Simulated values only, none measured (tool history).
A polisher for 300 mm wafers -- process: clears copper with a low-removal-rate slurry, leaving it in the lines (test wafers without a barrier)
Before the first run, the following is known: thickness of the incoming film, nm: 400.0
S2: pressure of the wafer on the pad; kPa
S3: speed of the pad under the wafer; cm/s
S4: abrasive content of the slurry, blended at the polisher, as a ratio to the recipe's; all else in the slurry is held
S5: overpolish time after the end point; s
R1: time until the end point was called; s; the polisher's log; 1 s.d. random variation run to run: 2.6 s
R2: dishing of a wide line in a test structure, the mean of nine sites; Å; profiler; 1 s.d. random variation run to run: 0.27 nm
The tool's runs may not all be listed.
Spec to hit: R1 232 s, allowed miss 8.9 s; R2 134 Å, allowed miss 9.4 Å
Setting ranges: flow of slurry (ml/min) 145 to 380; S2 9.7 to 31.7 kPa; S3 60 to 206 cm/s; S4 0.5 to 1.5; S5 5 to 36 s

run 1 hour=0 | flow_of_slurry_(ml/min)=245 S2=20.7 S3=132 S4=1 S5=18 | R1=141.28 R2=331.45
run 2 hour=3.3 | flow_of_slurry_(ml/min)=195 S2=20.7 S3=132 S4=1 S5=18 | R1=151.02 R2=321.81
run 3 hour=11.1 | flow_of_slurry_(ml/min)=195 S2=24.8 S3=132 S4=1 S5=18 | R1=121.53 R2=378.63
run 4 hour=17.2 | flow_of_slurry_(ml/min)=195 S2=24.8 S3=132 S4=1.1 S5=18 | R1=117.81 R2=372.14
run 5 hour=21.4 | flow_of_slurry_(ml/min)=195 S2=22.1 S3=132 S4=1.15 S5=16 | R1=134.03 R2=320.68
run 6 hour=30.4 | flow_of_slurry_(ml/min)=205 S2=20 S3=130 S4=1.2 S5=14 | R1=146.23 R2=253.94
run 7 hour=36.6 | flow_of_slurry_(ml/min)=205 S2=17.9 S3=130 S4=1.2 S5=13 | R1=162.66 R2=239.48
-- hour=40.7 slurry blender recalibrated
run 8 hour=40.7 | flow_of_slurry_(ml/min)=205 S2=16.5 S3=130 S4=1.2 S5=12 | R1=157.36 R2=219.78
run 9 hour=47 | flow_of_slurry_(ml/min)=205 S2=15.2 S3=126 S4=1.2 S5=11 | R1=171.99 R2=192.77
run 10 hour=49.3 | flow_of_slurry_(ml/min)=205 S2=14.5 S3=122 S4=1.2 S5=11 | R1=184.06 R2=176.6
run 11 hour=58.3 | flow_of_slurry_(ml/min)=205 S2=13.8 S3=120 S4=1.2 S5=11 | R1=195.59 R2=170.24
run 12 hour=66.9 | flow_of_slurry_(ml/min)=205 S2=13.1 S3=120 S4=1.2 S5=11 | R1=204.68 R2=162.61
run 13 hour=67.7 | flow_of_slurry_(ml/min)=205 S2=12.4 S3=120 S4=1.2 S5=11 | R1=213.35 R2=152.51
run 14 hour=74.6 | flow_of_slurry_(ml/min)=205 S2=10.3 S3=120 S4=1.2 S5=9 | R1=259.37 R2=107.89
run 15 hour=75.3 | flow_of_slurry_(ml/min)=210 S2=10.3 S3=120 S4=1.2 S5=9 | R1=254.13 R2=107.85
run 16 hour=78.4 | flow_of_slurry_(ml/min)=205 S2=11 S3=118 S4=1.2 S5=10 | R1=244.57 R2=125.77

5 candidate next runs follow, results not yet known. Just one meets every target within its allowed miss. Identify it.
run A hour=81.5 | flow_of_slurry_(ml/min)=215 S2=11.7 S3=104 S4=1.05 S5=14 | R1=? R2=?
run B hour=81.5 | flow_of_slurry_(ml/min)=175 S2=10.3 S3=120 S4=1.2 S5=11 | R1=? R2=?
run C hour=81.5 | flow_of_slurry_(ml/min)=185 S2=9.7 S3=144 S4=1.4 S5=10 | R1=? R2=?
run D hour=81.5 | flow_of_slurry_(ml/min)=190 S2=11 S3=116 S4=1.1 S5=11 | R1=? R2=?
run E hour=81.5 | flow_of_slurry_(ml/min)=205 S2=12.4 S3=112 S4=1.15 S5=12 | R1=? R2=?

move=A R1=259.68 R2=157.84
move=B R1=263.34 R2=125.68
move=C R1=233.61 R2=128.05
move=D R1=256.39 R2=129.01
move=E R1=229.44 R2=154.16
A: moves away from the targets compared with the last run
B: moves away from the targets compared with the last run
C: meets every target
D: moves away from the targets compared with the last run
E: brings the last run's worst result on target, with another outside its allowed miss
C is the move that brings every result within its allowed miss.
